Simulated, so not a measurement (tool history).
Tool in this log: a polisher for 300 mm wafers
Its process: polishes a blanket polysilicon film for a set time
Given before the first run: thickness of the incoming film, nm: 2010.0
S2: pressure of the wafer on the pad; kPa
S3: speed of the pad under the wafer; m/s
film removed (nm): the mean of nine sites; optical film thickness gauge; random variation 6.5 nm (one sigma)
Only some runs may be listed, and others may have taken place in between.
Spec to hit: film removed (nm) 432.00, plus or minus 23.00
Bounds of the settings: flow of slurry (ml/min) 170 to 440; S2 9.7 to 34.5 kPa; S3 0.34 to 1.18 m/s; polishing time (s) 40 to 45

{"run": 1, "hour": 0.0, "flow of slurry (ml/min)": 280, "S2": 22.1, "S3": 0.76, "polishing time (s)": 45, "film removed (nm)": 278.64}
{"run": 2, "hour": 5.4, "flow of slurry (ml/min)": 280, "S2": 24.1, "S3": 0.76, "polishing time (s)": 45, "film removed (nm)": 295.14}
{"run": 3, "hour": 6.4, "flow of slurry (ml/min)": 280, "S2": 26.2, "S3": 0.76, "polishing time (s)": 45, "film removed (nm)": 323.05}
{"run": 4, "hour": 11.1, "flow of slurry (ml/min)": 280, "S2": 26.2, "S3": 0.76, "polishing time (s)": 45, "film removed (nm)": 318.39}
{"run": 5, "hour": 15.5, "flow of slurry (ml/min)": 310, "S2": 26.2, "S3": 0.76, "polishing time (s)": 45, "film removed (nm)": 323.19}
{"run": 6, "hour": 22.6, "flow of slurry (ml/min)": 335, "S2": 26.2, "S3": 0.76, "polishing time (s)": 45, "film removed (nm)": 316.6}
{"run": 7, "hour": 24.2, "flow of slurry (ml/min)": 335, "S2": 27.6, "S3": 0.76, "polishing time (s)": 45, "film removed (nm)": 337.0}
{"run": 8, "hour": 25.4, "flow of slurry (ml/min)": 335, "S2": 29.0, "S3": 0.76, "polishing time (s)": 45, "film removed (nm)": 356.23}

Of the 5 settings listed for the next run, only one would bring every result within its allowed miss of target. Which one?
{"run": "A", "hour": 26.6, "flow of slurry (ml/min)": 345, "S2": 34.5, "S3": 0.82, "polishing time (s)": 45, "film removed (nm)": "?"}
{"run": "B", "hour": 26.6, "flow of slurry (ml/min)": 255, "S2": 29.6, "S3": 0.78, "polishing time (s)": 40, "film removed (nm)": "?"}
{"run": "C", "hour": 26.6, "flow of slurry (ml/min)": 340, "S2": 23.4, "S3": 0.7, "polishing time (s)": 45, "film removed (nm)": "?"}
{"run": "D", "hour": 26.6, "flow of slurry (ml/min)": 185, "S2": 24.8, "S3": 0.72, "polishing time (s)": 45, "film removed (nm)": "?"}
{"run": "E", "hour": 26.6, "flow of slurry (ml/min)": 305, "S2": 24.1, "S3": 0.74, "polishing time (s)": 40, "film removed (nm)": "?"}

move=A film_removed_(nm)=445.39
move=B film_removed_(nm)=324.98
move=C film_removed_(nm)=274.09
move=D film_removed_(nm)=285.25
move=E film_removed_(nm)=261.82
A: every result lands within tolerance
B: the biggest miss grows against the last run
C: the biggest miss grows against the last run
D: the biggest miss grows against the last run
E: the biggest miss grows against the last run
The move that meets every target is A.
